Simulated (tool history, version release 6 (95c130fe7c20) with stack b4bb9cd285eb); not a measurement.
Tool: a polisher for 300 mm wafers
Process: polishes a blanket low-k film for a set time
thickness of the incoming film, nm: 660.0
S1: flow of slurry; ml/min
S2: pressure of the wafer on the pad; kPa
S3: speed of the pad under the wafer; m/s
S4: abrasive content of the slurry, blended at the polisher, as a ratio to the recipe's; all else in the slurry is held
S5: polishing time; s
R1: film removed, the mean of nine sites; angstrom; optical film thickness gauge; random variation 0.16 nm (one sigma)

run 1 hour=0 | S1=215 S2=10.3 S3=1.12 S4=1 S5=46 | R1=170.73
run 2 hour=6.9 | S1=220 S2=11 S3=1.12 S4=1 S5=46 | R1=181.26
run 3 hour=14.1 | S1=225 S2=11.7 S3=1.12 S4=1 S5=46 | R1=190.25
run 4 hour=17 | S1=250 S2=11.7 S3=1.12 S4=1 S5=46 | R1=191.92
run 5 hour=17.7 | S1=250 S2=11.7 S3=1.12 S4=1 S5=46 | R1=192.39
run 6 hour=19.5 | S1=250 S2=10.3 S3=1.12 S4=1 S5=46 | R1=175.18

The next listed run, before its measurement:
run 7 hour=21.6 | S1=255 S2=11 S3=1.12 S4=1 S5=46 | R1=?

Run 7 gave R1 184.25 angstrom.
